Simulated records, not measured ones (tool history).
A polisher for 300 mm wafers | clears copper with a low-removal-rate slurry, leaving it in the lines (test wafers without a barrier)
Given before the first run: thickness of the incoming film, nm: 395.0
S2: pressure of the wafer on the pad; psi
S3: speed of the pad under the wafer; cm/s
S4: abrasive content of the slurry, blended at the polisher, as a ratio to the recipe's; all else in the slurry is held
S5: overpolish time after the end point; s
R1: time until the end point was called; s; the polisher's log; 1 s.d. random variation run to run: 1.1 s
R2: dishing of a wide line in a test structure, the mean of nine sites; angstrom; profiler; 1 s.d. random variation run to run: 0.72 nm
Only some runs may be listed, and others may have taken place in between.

run 1 day=0 | flow_of_slurry_(ml/min)=175 S2=3.2 S3=130 S4=1 S5=13 | R1=91.114 R2=290.59
run 2 day=0.071 | flow_of_slurry_(ml/min)=175 S2=3.2 S3=150 S4=1 S5=13 | R1=82.486 R2=321.67
run 3 day=0.404 | flow_of_slurry_(ml/min)=135 S2=3.2 S3=150 S4=1 S5=13 | R1=82.935 R2=307.9
run 4 day=0.658 | flow_of_slurry_(ml/min)=135 S2=3.2 S3=150 S4=1.2 S5=13 | R1=81.308 R2=327.12
run 5 day=0.821 | flow_of_slurry_(ml/min)=135 S2=3.2 S3=150 S4=1.2 S5=18 | R1=80.658 R2=385.56
run 6 day=0.971 | flow_of_slurry_(ml/min)=135 S2=2.7 S3=150 S4=1.2 S5=18 | R1=96.281 R2=355.61
run 7 day=1.033 | flow_of_slurry_(ml/min)=135 S2=3.6 S3=152 S4=1.2 S5=13 | R1=73.166 R2=353.42

For run 8, what comes out?
run 8 day=1.192 | flow_of_slurry_(ml/min)=135 S2=3.8 S3=152 S4=1.2 S5=12 | R1=? R2=?

R1: 69.004 s
R2: 355.61 angstrom
